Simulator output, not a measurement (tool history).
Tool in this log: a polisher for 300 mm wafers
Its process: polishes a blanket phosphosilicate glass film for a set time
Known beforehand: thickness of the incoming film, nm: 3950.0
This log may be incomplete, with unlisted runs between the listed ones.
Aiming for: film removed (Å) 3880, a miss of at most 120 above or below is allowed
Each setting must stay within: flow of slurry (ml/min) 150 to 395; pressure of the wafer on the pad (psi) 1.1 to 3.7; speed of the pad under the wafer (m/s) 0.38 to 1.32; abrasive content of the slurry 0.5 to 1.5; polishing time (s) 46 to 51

run  hour  flow of slurry (ml/min)  pressure of the wafer on the pad (psi)  speed of the pad under the wafer (m/s)  abrasive content of the slurry  polishing time (s)  film removed (Å)
  1     0                      250                                     2.4                                    0.84                               1                  51            2580.2
  2   4.6                      250                                       2                                    0.84                               1                  51            2181.4
  3   9.8                      250                                       2                                       1                               1                  51            2503.9
  4  16.6                      250                                       2                                       1                               1                  51            2480.8
  5  19.9                      215                                       2                                       1                               1                  51              2495
  6  26.7                      215                                     2.2                                       1                               1                  51            2693.4
  7  33.1                      215                                     2.4                                       1                               1                  51            2910.2
  8  33.8                      215                                     2.6                                       1                               1                  51            3135.9

Which one of the following 5 next-run settings gets every result inside its allowed miss? There is exactly one.
  A  34.5                      155                                     3.5                                    1.02                            1.05                  50                 ?
  B  34.5                      215                                     2.8                                     1.3                            1.15                  48                 ?
  C  34.5                      265                                     2.8                                     1.2                            1.05                  51                 ?
  D  34.5                      255                                     3.1                                    1.18                               1                  49                 ?
  E  34.5                      260                                     2.4                                    1.22                             1.3                  51                 ?

move  film removed (Å)
   A            4183.8
   B            4213.3
   C            4115.8
   D            4203.8
   E            3912.1
A: pushes the last run's worst result past its target
B: pushes the last run's worst result past its target
C: pushes the last run's worst result past its target
D: pushes the last run's worst result past its target
E: every result lands within tolerance
Correct choice: E, which meets every target
